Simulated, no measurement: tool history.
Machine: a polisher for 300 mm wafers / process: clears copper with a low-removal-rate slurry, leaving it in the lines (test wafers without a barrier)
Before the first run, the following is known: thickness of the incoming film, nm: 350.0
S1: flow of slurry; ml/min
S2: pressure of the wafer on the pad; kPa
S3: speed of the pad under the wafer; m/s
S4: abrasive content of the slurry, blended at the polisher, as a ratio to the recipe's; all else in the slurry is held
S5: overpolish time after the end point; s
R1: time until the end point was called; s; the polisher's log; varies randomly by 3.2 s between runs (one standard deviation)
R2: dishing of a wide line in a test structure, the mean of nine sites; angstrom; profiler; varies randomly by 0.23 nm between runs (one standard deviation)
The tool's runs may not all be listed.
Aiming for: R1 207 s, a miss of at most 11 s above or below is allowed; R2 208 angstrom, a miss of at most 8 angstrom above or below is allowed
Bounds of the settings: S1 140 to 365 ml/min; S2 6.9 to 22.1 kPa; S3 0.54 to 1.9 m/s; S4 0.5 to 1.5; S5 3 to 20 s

{"run": 1, "hour": 0.0, "S1": 235, "S2": 14.5, "S3": 1.22, "S4": 1, "S5": 10, "R1": 154.17, "R2": 179.78}
{"run": 2, "hour": 3.5, "S1": 235, "S2": 14.5, "S3": 1.22, "S4": 0.9, "S5": 10, "R1": 159.81, "R2": 177.03}
{"run": 3, "hour": 6.8, "S1": 220, "S2": 13.8, "S3": 1.22, "S4": 0.8, "S5": 11, "R1": 174.8, "R2": 179.17}
{"run": 4, "hour": 12.9, "S1": 210, "S2": 13.1, "S3": 1.22, "S4": 0.75, "S5": 12, "R1": 187.65, "R2": 178.95}
{"run": 5, "hour": 15.7, "S1": 210, "S2": 13.1, "S3": 1.22, "S4": 0.75, "S5": 15, "R1": 188.95, "R2": 219.4}
{"run": 6, "hour": 17.4, "S1": 210, "S2": 13.1, "S3": 1.52, "S4": 0.75, "S5": 15, "R1": 153.41, "R2": 260.28}
{"run": 7, "hour": 18.7, "S1": 205, "S2": 11.7, "S3": 1.5, "S4": 0.75, "S5": 15, "R1": 178.18, "R2": 228.61}
{"run": 8, "hour": 26.0, "S1": 200, "S2": 11, "S3": 1.5, "S4": 0.75, "S5": 15, "R1": 185.07, "R2": 216.28}

Exercise: of the 5 proposed moves below, exactly one satisfies all targets within the stated allowed misses. Which move is it?
{"run": "A", "hour": 33.3, "S1": 265, "S2": 11, "S3": 1.34, "S4": 0.65, "S5": 16, "R1": "?", "R2": "?"}
{"run": "B", "hour": 33.3, "S1": 190, "S2": 10.3, "S3": 1.66, "S4": 0.75, "S5": 15, "R1": "?", "R2": "?"}
{"run": "C", "hour": 33.3, "S1": 185, "S2": 10.3, "S3": 1.86, "S4": 0.8, "S5": 13, "R1": "?", "R2": "?"}
{"run": "D", "hour": 33.3, "S1": 195, "S2": 10.3, "S3": 1.68, "S4": 0.75, "S5": 15, "R1": "?", "R2": "?"}
{"run": "E", "hour": 33.3, "S1": 205, "S2": 9.7, "S3": 1.3, "S4": 0.9, "S5": 20, "R1": "?", "R2": "?"}

move=A R1=208.93 R2=209.82
move=B R1=184.12 R2=221.18
move=C R1=164.39 R2=215.36
move=D R1=181.73 R2=223.79
move=E R1=227.13 R2=236.21
A: hits every target within its allowed miss
B: about the same distance from the targets as the last run
C: misses by more than the last run did
D: misses by more than the last run did
E: takes the biggest miss from the last run beyond its target
Correct choice: A, which meets every target
